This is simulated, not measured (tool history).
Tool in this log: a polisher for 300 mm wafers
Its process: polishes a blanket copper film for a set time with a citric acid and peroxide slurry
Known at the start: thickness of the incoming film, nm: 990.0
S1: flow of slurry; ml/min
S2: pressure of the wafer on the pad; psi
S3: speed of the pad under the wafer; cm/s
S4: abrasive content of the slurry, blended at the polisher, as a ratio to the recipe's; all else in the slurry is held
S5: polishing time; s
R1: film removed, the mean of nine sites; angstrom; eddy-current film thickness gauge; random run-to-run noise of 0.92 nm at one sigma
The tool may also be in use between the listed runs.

| run | hour | S1 | S2 | S3 | S4 | S5 | R1 |
|---|---|---|---|---|---|---|---|
| 1 | 0 | 170 | 4 | 90 | 1 | 52 | 1322.6 |
| 2 | 4.6 | 170 | 4 | 90 | 1 | 52 | 1318.9 |
| 3 | 11.6 | 170 | 3.4 | 90 | 1 | 52 | 1133.2 |
| 4 | 19.4 | 180 | 3.6 | 90 | 1 | 52 | 1190.2 |
| 5 | 21.7 | 180 | 3.6 | 90 | 1 | 52 | 1200.5 |
| 6 | 27.3 | 185 | 3.8 | 90 | 1 | 52 | 1278.9 |
| 7 | 30.9 | 195 | 3.9 | 90 | 1 | 52 | 1303.7 |
| 8 | 35.9 | 195 | 4 | 90 | 1 | 52 | 1346.6 |

What will run 9 give?
| 9 | 37 | 200 | 4.1 | 90 | 1 | 52 | ? |

R1: 1387.5 angstrom
